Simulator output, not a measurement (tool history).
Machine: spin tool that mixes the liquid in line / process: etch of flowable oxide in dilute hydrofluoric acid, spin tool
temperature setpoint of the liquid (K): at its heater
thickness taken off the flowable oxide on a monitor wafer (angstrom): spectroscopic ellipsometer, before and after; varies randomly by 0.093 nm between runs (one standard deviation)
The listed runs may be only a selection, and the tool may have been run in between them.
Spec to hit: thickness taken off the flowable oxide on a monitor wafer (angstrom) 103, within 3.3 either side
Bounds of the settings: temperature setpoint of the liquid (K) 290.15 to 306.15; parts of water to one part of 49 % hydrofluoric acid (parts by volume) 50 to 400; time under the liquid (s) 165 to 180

run	hour	temperature setpoint of the liquid (K)	parts of water to one part of 49 % hydrofluoric acid (parts by volume)	time under the liquid (s)	thickness taken off the flowable oxide on a monitor wafer (angstrom)
1	0	298.15	225	165	143.43
2	6.6	296.65	230	165	134.11
3	9.7	295.65	235	165	126.19
4	16.8	295.65	235	180	135.28
5	20.6	294.65	235	180	130.18
6	25.4	294.65	235	165	121.87
7	26.5	294.15	235	165	119.1
8	32.7	293.65	235	165	117.83
9	34.6	293.15	235	165	114.17
10	43	292.65	235	165	109.44

4 next moves are on the table. One of them brings every result within its allowed miss. Which?
A	51.4	294.15	245	175	?
B	51.4	290.15	230	165	?
C	51.4	292.15	235	165	?
D	51.4	294.15	245	165	?

move	thickness taken off the flowable oxide on a monitor wafer (angstrom)
A	118.52
B	103.59
C	109.06
D	111.75
A: further off than the last run
B: hits every target within its allowed miss
C: nearer than the last run, and not there yet
D: further off than the last run
So the answer is move B, the one that meets all the targets.
